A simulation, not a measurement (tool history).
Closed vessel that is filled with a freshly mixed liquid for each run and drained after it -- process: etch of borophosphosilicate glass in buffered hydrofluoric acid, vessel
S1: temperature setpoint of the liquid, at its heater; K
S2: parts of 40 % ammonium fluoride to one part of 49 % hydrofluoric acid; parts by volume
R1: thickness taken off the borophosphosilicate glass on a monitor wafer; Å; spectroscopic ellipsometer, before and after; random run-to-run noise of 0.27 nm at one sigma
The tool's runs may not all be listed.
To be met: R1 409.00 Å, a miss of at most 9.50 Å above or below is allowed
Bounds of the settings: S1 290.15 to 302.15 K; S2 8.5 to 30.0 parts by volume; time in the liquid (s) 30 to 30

Run 1, hour 0.0: S1 294.15 K, S2 23.0 parts by volume, time in the liquid (s) 30. Result: R1 269.29 Å.
Run 2, hour 6.7: S1 295.15 K, S2 23.0 parts by volume, time in the liquid (s) 30. Result: R1 284.50 Å.
Run 3, hour 12.9: S1 295.15 K, S2 23.0 parts by volume, time in the liquid (s) 30. Result: R1 282.63 Å.
Run 4, hour 21.2: S1 295.15 K, S2 23.0 parts by volume, time in the liquid (s) 30. Result: R1 281.40 Å.
Run 5, hour 28.0: S1 295.15 K, S2 29.0 parts by volume, time in the liquid (s) 30. Result: R1 243.37 Å.
Run 6, hour 32.3: S1 297.15 K, S2 29.0 parts by volume, time in the liquid (s) 30. Result: R1 269.99 Å.
Run 7, hour 41.4: S1 297.65 K, S2 28.5 parts by volume, time in the liquid (s) 30. Result: R1 281.53 Å.
Run 8, hour 44.3: S1 298.15 K, S2 28.0 parts by volume, time in the liquid (s) 30. Result: R1 292.10 Å.
Run 9, hour 53.3: S1 298.65 K, S2 27.5 parts by volume, time in the liquid (s) 30. Result: R1 304.20 Å.
Run 10, hour 61.5: S1 299.15 K, S2 27.0 parts by volume, time in the liquid (s) 30. Result: R1 316.69 Å.
Run 11, hour 66.3: S1 299.65 K, S2 26.5 parts by volume, time in the liquid (s) 30. Result: R1 329.84 Å.
Run 12, hour 72.6: S1 299.65 K, S2 26.5 parts by volume, time in the liquid (s) 30. Result: R1 333.74 Å.
Run 13, hour 77.9: S1 300.15 K, S2 26.0 parts by volume, time in the liquid (s) 30. Result: R1 337.87 Å.
Run 14, hour 82.0: S1 300.15 K, S2 25.5 parts by volume, time in the liquid (s) 30. Result: R1 348.94 Å.
Run 15, hour 85.5: S1 301.15 K, S2 24.5 parts by volume, time in the liquid (s) 30. Result: R1 378.83 Å.
At hour 93.9: thermometer replaced.
Run 16, hour 93.9: S1 301.65 K, S2 24.0 parts by volume, time in the liquid (s) 30. Result: R1 448.93 Å.
Run 17, hour 99.7: S1 301.15 K, S2 24.0 parts by volume, time in the liquid (s) 30. Result: R1 436.06 Å.

Consider the 4 candidate settings below. Which is the only one whose results all fall within their allowed miss of target?
Run A, hour 105.5: S1 301.65 K, S2 25.5 parts by volume, time in the liquid (s) 30. Result: R1 ?.
Run B, hour 105.5: S1 301.15 K, S2 28.0 parts by volume, time in the liquid (s) 30. Result: R1 ?.
Run C, hour 105.5: S1 302.15 K, S2 29.0 parts by volume, time in the liquid (s) 30. Result: R1 ?.
Run D, hour 105.5: S1 299.15 K, S2 20.5 parts by volume, time in the liquid (s) 30. Result: R1 ?.

move      R1
   A  432.92
   B  395.36
   C  407.06
   D  440.31
A: closer than the last run, but not yet in spec
B: takes the result that was furthest off past its target
C: in spec on every target
D: further off than the last run
Go with C: it meets all targets.
